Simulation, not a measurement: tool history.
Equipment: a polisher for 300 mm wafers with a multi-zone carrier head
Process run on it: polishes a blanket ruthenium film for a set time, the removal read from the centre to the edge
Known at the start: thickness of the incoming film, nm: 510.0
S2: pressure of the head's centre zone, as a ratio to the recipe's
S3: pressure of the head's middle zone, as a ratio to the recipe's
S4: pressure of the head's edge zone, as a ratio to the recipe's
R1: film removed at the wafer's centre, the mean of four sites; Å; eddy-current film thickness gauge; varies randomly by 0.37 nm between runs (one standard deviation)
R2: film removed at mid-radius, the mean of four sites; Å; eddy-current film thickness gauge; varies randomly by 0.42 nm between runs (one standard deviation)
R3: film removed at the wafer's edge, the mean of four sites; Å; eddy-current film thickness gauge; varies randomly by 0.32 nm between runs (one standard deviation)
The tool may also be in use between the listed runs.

Run 1, day 0.000: flow of slurry (ml/min) 125, S2 1.00, S3 1.00, S4 1.00, polishing time (s) 56. Result: R1 470.58 Å, R2 478.55 Å, R3 463.34 Å.
Run 2, day 0.196: flow of slurry (ml/min) 125, S2 1.00, S3 1.00, S4 1.04, polishing time (s) 56. Result: R1 473.15 Å, R2 474.90 Å, R3 466.99 Å.
Run 3, day 0.304: flow of slurry (ml/min) 125, S2 1.00, S3 1.00, S4 1.04, polishing time (s) 48. Result: R1 400.67 Å, R2 404.88 Å, R3 402.06 Å.
Run 4, day 0.554: flow of slurry (ml/min) 125, S2 1.00, S3 1.00, S4 1.09, polishing time (s) 48. Result: R1 405.73 Å, R2 404.25 Å, R3 408.98 Å.
Run 5, day 0.608: flow of slurry (ml/min) 125, S2 1.00, S3 1.00, S4 1.09, polishing time (s) 42. Result: R1 354.57 Å, R2 351.31 Å, R3 359.64 Å.
Run 6, day 0.958: flow of slurry (ml/min) 140, S2 1.00, S3 1.00, S4 1.09, polishing time (s) 42. Result: R1 367.80 Å, R2 358.93 Å, R3 365.99 Å.
Run 7, day 1.075: flow of slurry (ml/min) 145, S2 0.99, S3 1.04, S4 1.08, polishing time (s) 44. Result: R1 380.23 Å, R2 396.95 Å, R3 379.89 Å.
Run 8, day 1.262: flow of slurry (ml/min) 150, S2 0.98, S3 1.07, S4 1.09, polishing time (s) 45. Result: R1 386.84 Å, R2 415.64 Å, R3 387.85 Å.
Run 9, day 1.604: flow of slurry (ml/min) 155, S2 0.97, S3 1.10, S4 1.10, polishing time (s) 46. Result: R1 396.94 Å, R2 433.69 Å, R3 406.02 Å.
Run 10, day 1.925: flow of slurry (ml/min) 160, S2 0.96, S3 1.12, S4 1.08, polishing time (s) 47. Result: R1 403.39 Å, R2 448.47 Å, R3 411.42 Å.

What does the tool deliver on the next run?
Run 11, day 2.158: flow of slurry (ml/min) 160, S2 0.96, S3 1.12, S4 1.08, polishing time (s) 47. Result: R1 ?, R2 ?, R3 ?.

{"run 11": {"R1": 402.3, "R2": 448.13, "R3": 415.73}}
